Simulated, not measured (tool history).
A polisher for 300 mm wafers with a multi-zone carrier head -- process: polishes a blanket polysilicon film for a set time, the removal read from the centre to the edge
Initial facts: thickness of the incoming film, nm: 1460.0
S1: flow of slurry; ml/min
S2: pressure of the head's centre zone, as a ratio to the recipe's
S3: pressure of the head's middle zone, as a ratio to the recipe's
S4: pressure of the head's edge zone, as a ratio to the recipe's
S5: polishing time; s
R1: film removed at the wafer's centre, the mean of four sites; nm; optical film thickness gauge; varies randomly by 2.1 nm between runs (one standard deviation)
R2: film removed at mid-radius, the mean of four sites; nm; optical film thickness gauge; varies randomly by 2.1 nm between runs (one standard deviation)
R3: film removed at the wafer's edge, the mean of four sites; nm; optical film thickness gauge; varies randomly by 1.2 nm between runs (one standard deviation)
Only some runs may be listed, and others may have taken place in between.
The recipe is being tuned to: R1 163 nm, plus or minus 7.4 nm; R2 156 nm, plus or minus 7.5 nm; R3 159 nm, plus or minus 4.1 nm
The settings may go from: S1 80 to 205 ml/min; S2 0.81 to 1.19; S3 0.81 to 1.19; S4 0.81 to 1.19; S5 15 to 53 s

run	day	S1	S2	S3	S4	S5	R1	R2	R3
1	0	135	1	1	1	34	216.53	214.63	216.04
2	0.142	135	1	1.08	1	34	215.4	226.86	216.26
3	0.212	135	1	1.08	1.04	34	211.85	230.12	218.66
4	0.396	135	1	1.08	1.01	34	218.46	221.3	214.92
5	0.588	135	1	1.08	1.01	28	173.88	185.62	178.74
6	0.871	135	0.92	1.08	1.01	28	165.35	186.94	177.6
7	1.004	135	0.92	1.08	1.01	28	163.32	189.43	179.22
8	1.375	125	0.95	1.05	0.97	28	166.83	181.15	173.47
9	1.642	115	0.97	1.01	0.95	28	166.81	174.42	170.15
10	1.717	110	0.98	0.98	0.93	28	168.02	170.58	171.39
11	1.862	105	0.99	0.96	0.91	28	163.5	166.44	166.1
12	2.2	100	1.01	0.94	0.9	28	168.18	164.08	164.38

4 candidate next runs follow, results not yet known. Just one meets every target within its allowed miss. Identify it.
A	2.538	135	0.99	0.93	0.92	26	?	?	?
B	2.538	100	0.93	0.98	0.92	29	?	?	?
C	2.538	110	0.92	0.97	0.97	26	?	?	?
D	2.538	85	1.05	0.81	0.94	27	?	?	?

move	R1	R2	R3
A	160.99	155.82	159.24
B	158.58	169.77	170.54
C	143.9	154.15	158.02
D	158.72	135.13	156.52
A: every result lands within tolerance
B: lands further from the targets than the last run did
C: the furthest-off result lands on target, but another misses its tolerance
D: the furthest-off result lands on target, but another misses its tolerance
The right move is A.
